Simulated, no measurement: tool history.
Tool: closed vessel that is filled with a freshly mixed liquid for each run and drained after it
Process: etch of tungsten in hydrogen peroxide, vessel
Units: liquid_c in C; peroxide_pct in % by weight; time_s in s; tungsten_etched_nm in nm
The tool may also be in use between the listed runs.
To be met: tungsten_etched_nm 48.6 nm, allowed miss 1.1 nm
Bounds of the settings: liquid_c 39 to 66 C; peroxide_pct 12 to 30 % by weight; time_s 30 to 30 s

run  hour  liquid_c  peroxide_pct  time_s  tungsten_etched_nm
  1     0        55            21      30              112.56
  2   1.1        50            21      30              84.037
  3   3.9        47            21      30              69.578
  4   9.3        47          23.5      30              74.305
  5    10        47          21.5      30              70.569
  6  13.6        47          21.5      30              71.073
  7  16.5        45          21.5      30              62.533
  8  21.7        40          21.5      30              45.593
  9  26.6      40.5          21.5      30              46.655

Which of these 5 next moves meets every target?
  A  31.5      39.5            22      30                   ?
  B  31.5      39.5          26.5      30                   ?
  C  31.5        42            21      30                   ?
  D  31.5        39            24      30                   ?
  E  31.5      41.5          17.5      30                   ?

move  tungsten_etched_nm
   A              44.659
   B              49.014
   C              51.302
   D              45.144
   E              45.349
A: further off than the last run
B: meets every target
C: takes the result that was furthest off past its target
D: further off than the last run
E: further off than the last run
Move B is the one to make.
